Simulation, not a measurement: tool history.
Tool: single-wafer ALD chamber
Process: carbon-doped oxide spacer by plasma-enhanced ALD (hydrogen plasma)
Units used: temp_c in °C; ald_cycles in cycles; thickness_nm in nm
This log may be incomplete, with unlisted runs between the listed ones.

run,day,temp_c,ald_cycles,thickness_nm
1,0,400,550,27.029
2,0.317,408,550,26.323
3,0.45,406,557,26.863
4,0.646,404,564,27.556
5,0.958,402,568,27.712
6,1.217,401,573,28.032
7,1.471,400,578,28.428

Run 8, settings as shown, results not yet in. Your forecast:
8,1.629,400,578,?

thickness_nm: 28.403 nm
